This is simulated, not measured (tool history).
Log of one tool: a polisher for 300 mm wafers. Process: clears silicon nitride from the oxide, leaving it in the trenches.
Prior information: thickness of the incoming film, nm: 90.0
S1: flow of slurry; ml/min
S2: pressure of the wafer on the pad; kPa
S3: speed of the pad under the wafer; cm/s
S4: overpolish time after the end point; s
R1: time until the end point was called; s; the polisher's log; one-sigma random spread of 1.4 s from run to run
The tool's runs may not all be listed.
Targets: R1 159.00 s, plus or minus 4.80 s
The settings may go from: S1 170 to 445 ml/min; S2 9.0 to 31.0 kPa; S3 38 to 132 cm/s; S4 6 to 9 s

Run 1, hour 0.0: S1 285 ml/min, S2 20.0 kPa, S3 84 cm/s, S4 9 s. Result: R1 122.08 s.
Run 2, hour 5.5: S1 285 ml/min, S2 24.1 kPa, S3 84 cm/s, S4 9 s. Result: R1 104.33 s.
Run 3, hour 7.5: S1 285 ml/min, S2 22.1 kPa, S3 84 cm/s, S4 9 s. Result: R1 112.30 s.
Run 4, hour 16.1: S1 285 ml/min, S2 20.0 kPa, S3 84 cm/s, S4 9 s. Result: R1 123.19 s.
Run 5, hour 21.8: S1 350 ml/min, S2 20.0 kPa, S3 84 cm/s, S4 9 s. Result: R1 122.70 s.
Run 6, hour 24.9: S1 350 ml/min, S2 20.0 kPa, S3 84 cm/s, S4 6 s. Result: R1 120.76 s.
Run 7, hour 28.6: S1 350 ml/min, S2 18.6 kPa, S3 84 cm/s, S4 6 s. Result: R1 129.96 s.
Run 8, hour 37.5: S1 350 ml/min, S2 17.9 kPa, S3 84 cm/s, S4 6 s. Result: R1 131.92 s.
Run 9, hour 39.4: S1 350 ml/min, S2 17.2 kPa, S3 84 cm/s, S4 6 s. Result: R1 136.61 s.
Run 10, hour 42.1: S1 350 ml/min, S2 16.5 kPa, S3 84 cm/s, S4 6 s. Result: R1 141.30 s.
Run 11, hour 42.8: S1 350 ml/min, S2 15.9 kPa, S3 84 cm/s, S4 6 s. Result: R1 148.12 s.

Which one of the following 4 next-run settings gets every result inside its allowed miss? There is exactly one.
Run A, hour 43.5: S1 360 ml/min, S2 12.4 kPa, S3 98 cm/s, S4 9 s. Result: R1 ?.
Run B, hour 43.5: S1 325 ml/min, S2 17.2 kPa, S3 76 cm/s, S4 6 s. Result: R1 ?.
Run C, hour 43.5: S1 290 ml/min, S2 12.4 kPa, S3 106 cm/s, S4 7 s. Result: R1 ?.
Run D, hour 43.5: S1 360 ml/min, S2 14.5 kPa, S3 76 cm/s, S4 6 s. Result: R1 ?.

move      R1
   A  155.78
   B  147.87
   C  148.55
   D  168.74
A: in spec on every target
B: about the same distance from the targets as the last run
C: about the same distance from the targets as the last run
D: pushes the last run's worst result past its target
So the answer is move A, the one that meets all the targets.

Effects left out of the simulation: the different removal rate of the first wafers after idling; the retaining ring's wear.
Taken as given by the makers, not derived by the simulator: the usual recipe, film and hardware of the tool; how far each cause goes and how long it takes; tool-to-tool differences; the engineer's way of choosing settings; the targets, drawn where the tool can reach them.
